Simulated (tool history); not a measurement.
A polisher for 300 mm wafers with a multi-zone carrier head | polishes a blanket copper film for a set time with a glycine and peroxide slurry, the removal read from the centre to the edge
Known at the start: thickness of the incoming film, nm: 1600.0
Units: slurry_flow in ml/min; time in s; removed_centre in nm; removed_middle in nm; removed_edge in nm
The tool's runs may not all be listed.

run,hour,slurry_flow,centre_zone,middle_zone,edge_zone,time,removed_centre,removed_middle,removed_edge
1,0,120,1,1,1,56,386.87,394.02,390.82
2,6.5,120,1.07,1,1,56,402.94,386.28,393.33
3,14,115,1.05,1.01,0.97,55,384.49,387.88,374.27
4,21,115,1.05,1.01,0.97,61,426.15,432.21,415.59
# hour 25.4: slurry nozzle cleaned
5,25.4,115,1.05,1.01,0.97,53,408.5,402.1,380.55
6,28.5,110,1.02,1.01,0.97,51,379.65,381.36,361.4
7,36.9,110,1.02,1.01,0.97,51,377.73,388.86,366.57

Forecast run 8:
8,39.9,110,1,1.01,0.96,49,?,?,?

Run 8 gave removed_centre 359.23 nm, removed_middle 365.27 nm, removed_edge 348.26 nm.
